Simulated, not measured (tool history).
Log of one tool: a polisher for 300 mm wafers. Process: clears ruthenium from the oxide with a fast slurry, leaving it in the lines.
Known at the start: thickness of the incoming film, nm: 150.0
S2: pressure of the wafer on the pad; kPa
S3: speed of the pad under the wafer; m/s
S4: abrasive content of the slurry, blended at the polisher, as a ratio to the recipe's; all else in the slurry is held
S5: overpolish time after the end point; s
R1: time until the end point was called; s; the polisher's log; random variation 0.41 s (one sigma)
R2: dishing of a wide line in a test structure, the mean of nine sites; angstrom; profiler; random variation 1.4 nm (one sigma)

run 1 hour=0.0 | flow_of_slurry_(ml/min)=210 S2=22.1 S3=0.94 S4=1.0 S5=24 | R1=30.419 R2=983.33
run 2 hour=6.6 | flow_of_slurry_(ml/min)=210 S2=21.4 S3=0.94 S4=1.0 S5=24 | R1=32.212 R2=908.45
run 3 hour=11.9 | flow_of_slurry_(ml/min)=210 S2=21.4 S3=0.94 S4=1.0 S5=17 | R1=31.546 R2=697.62
run 4 hour=18.2 | flow_of_slurry_(ml/min)=210 S2=20.7 S3=0.94 S4=1.0 S5=18 | R1=32.925 R2=706.29
run 5 hour=25.9 | flow_of_slurry_(ml/min)=210 S2=20.0 S3=0.94 S4=1.0 S5=19 | R1=33.386 R2=720.78
-- hour=33.1 slurry nozzle cleaned
run 6 hour=33.1 | flow_of_slurry_(ml/min)=210 S2=15.9 S3=0.94 S4=1.0 S5=19 | R1=41.960 R2=600.13
run 7 hour=37.4 | flow_of_slurry_(ml/min)=210 S2=15.9 S3=0.94 S4=1.0 S5=20 | R1=40.420 R2=605.70

Run 8 comes next. What will it give?
run 8 hour=46.0 | flow_of_slurry_(ml/min)=210 S2=15.9 S3=0.94 S4=1.0 S5=21 | R1=? R2=?

Run 8 gave R1 41.142 s, R2 669.01 angstrom.

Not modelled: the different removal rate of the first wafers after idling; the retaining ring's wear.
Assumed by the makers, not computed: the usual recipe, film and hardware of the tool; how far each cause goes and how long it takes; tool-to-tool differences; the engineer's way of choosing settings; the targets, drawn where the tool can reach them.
